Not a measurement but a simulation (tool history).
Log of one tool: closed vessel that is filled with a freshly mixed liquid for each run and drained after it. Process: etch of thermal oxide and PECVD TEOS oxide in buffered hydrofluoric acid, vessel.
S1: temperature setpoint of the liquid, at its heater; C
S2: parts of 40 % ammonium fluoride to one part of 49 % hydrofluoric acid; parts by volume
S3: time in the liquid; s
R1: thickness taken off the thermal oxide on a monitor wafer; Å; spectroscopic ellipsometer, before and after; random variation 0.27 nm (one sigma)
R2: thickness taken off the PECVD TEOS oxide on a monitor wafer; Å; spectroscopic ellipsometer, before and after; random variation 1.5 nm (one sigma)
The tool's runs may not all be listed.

run  hour    S1    S2  S3      R1      R2
  1     0    24  13.5  60  533.35  1740.8
  2   3.6    21  13.5  60  453.56  1450.7
  3   7.8    21  17.5  60   344.6  1120.7
  4   9.7  22.5  17.5  60  378.11  1226.7
  5  15.6  22.5    15  60  445.69  1435.4
  6  19.4    21    15  60  405.16  1328.1
  7  24.9  21.5    15  60  418.66  1348.4
  8  33.1    22    15  60   429.3  1413.4

Forecast run 9:
  9  39.6  22.5  15  60   ?   ?

{"run 9": {"R1": 442.18, "R2": 1419.9}}
